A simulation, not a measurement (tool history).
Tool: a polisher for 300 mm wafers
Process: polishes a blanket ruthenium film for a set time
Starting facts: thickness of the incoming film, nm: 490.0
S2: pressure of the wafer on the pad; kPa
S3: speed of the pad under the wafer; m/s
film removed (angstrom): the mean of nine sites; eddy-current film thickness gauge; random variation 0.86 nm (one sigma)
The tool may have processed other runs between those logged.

Run 1, hour 0.0: flow of slurry (ml/min) 205, S2 17.2 kPa, S3 1.16 m/s, polishing time (s) 41. Result: film removed (angstrom) 623.34.
Run 2, hour 4.4: flow of slurry (ml/min) 210, S2 20.0 kPa, S3 1.16 m/s, polishing time (s) 41. Result: film removed (angstrom) 706.77.
Run 3, hour 6.9: flow of slurry (ml/min) 210, S2 20.0 kPa, S3 0.90 m/s, polishing time (s) 41. Result: film removed (angstrom) 553.51.
Run 4, hour 14.0: flow of slurry (ml/min) 210, S2 23.4 kPa, S3 0.90 m/s, polishing time (s) 41. Result: film removed (angstrom) 640.41.
Run 5, hour 15.4: flow of slurry (ml/min) 215, S2 24.8 kPa, S3 1.02 m/s, polishing time (s) 41. Result: film removed (angstrom) 755.12.
Run 6, hour 21.5: flow of slurry (ml/min) 260, S2 24.8 kPa, S3 1.02 m/s, polishing time (s) 41. Result: film removed (angstrom) 774.03.
Run 7, hour 26.7: flow of slurry (ml/min) 260, S2 25.5 kPa, S3 1.10 m/s, polishing time (s) 41. Result: film removed (angstrom) 846.51.
Run 8, hour 35.6: flow of slurry (ml/min) 260, S2 26.2 kPa, S3 1.16 m/s, polishing time (s) 41. Result: film removed (angstrom) 911.74.

Expected results for the next run?
Run 9, hour 36.5: flow of slurry (ml/min) 260, S2 26.2 kPa, S3 1.20 m/s, polishing time (s) 41. Result: film removed (angstrom) ?.

film removed (angstrom): 940.03

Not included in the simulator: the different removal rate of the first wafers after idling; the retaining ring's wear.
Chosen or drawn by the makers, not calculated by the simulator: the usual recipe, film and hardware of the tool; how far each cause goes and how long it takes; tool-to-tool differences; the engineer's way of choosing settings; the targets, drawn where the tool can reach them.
